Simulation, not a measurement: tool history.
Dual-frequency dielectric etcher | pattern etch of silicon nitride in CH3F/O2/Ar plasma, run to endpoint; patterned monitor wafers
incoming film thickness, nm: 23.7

run	hour	source power (kW)	bias power (kW)	endpoint time (s)
1	0.0	0.360	0.059	39.449
2	4.3	0.410	0.059	37.395
3	11.6	0.410	0.055	38.412
4	15.4	0.380	0.055	39.216
5	21.0	0.360	0.054	40.347
6	23.9	0.350	0.053	41.462
7	31.9	0.340	0.053	41.196
# hour 38.8: wet clean of the chamber
8	38.8	0.330	0.052	40.368

The next listed run, before its measurement:
9	39.7	0.310	0.049	?

Run 9 gave endpoint time (s) 42.512.
